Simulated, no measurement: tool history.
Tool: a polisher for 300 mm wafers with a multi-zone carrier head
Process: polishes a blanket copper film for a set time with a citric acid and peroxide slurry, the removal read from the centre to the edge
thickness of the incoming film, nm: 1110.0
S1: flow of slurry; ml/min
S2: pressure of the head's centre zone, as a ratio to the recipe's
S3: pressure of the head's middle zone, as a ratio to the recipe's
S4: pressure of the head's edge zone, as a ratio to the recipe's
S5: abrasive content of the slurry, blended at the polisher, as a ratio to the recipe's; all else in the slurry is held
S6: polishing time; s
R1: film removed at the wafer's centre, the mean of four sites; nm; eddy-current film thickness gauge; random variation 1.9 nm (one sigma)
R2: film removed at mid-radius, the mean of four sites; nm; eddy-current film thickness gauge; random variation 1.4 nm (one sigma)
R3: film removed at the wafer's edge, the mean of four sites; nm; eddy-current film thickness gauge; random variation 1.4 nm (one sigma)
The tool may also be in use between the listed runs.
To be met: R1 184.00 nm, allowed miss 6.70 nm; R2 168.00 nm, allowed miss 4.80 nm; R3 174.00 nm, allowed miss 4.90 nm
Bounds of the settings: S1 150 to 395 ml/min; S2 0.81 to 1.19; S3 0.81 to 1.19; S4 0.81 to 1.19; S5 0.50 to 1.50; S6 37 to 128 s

run  hour   S1    S2    S3    S4    S5  S6      R1      R2      R3
  1   0.0  250  1.00  1.00  1.00  1.00  82  251.17  254.52  253.80
  2   6.3  290  1.00  1.00  1.00  1.00  82  256.11  261.57  258.70
  3   8.4  290  1.00  0.93  1.00  1.00  82  255.98  246.87  262.74
  4  12.7  290  0.94  0.93  1.00  1.00  82  243.87  246.21  262.45
  5  16.1  290  0.94  0.93  1.00  0.85  82  240.07  236.90  253.84
  6  20.8  270  0.94  0.92  0.96  0.75  78  223.68  221.48  229.59
  7  25.7  255  0.94  0.89  0.93  0.70  74  206.38  198.79  211.87
  8  29.4  245  0.95  0.88  0.90  0.65  72  199.94  188.06  196.46
  9  34.3  230  0.95  0.87  0.88  0.60  72  196.45  182.97  195.30
 10  36.3  230  0.95  0.87  0.86  0.55  71  188.45  176.82  187.93
 11  43.7  225  0.96  0.87  0.85  0.55  70  188.30  175.83  184.10
 12  44.7  220  0.97  0.87  0.84  0.55  70  188.59  175.42  180.94
 13  50.7  210  0.97  0.86  0.83  0.55  70  185.74  174.06  183.27
 14  57.6  215  0.98  0.86  0.83  0.55  69  187.61  168.73  179.16

Which of these 4 next moves meets every target?
  A  64.5  175  0.89  0.88  0.85  0.55  68   ?   ?   ?
  B  64.5  255  1.02  0.89  0.88  0.65  63   ?   ?   ?
  C  64.5  195  1.02  0.86  0.91  0.50  71   ?   ?   ?
  D  64.5  245  1.06  0.94  0.84  0.65  61   ?   ?   ?

move      R1      R2      R3
   A  164.40  167.19  176.40
   B  183.59  168.08  176.08
   C  191.63  171.77  188.56
   D  182.48  168.70  166.87
A: brings the result that was furthest off to its target, and leaves another outside
B: meets every target
C: further off than the last run
D: takes the result that was furthest off past its target
Move B is the one to make.
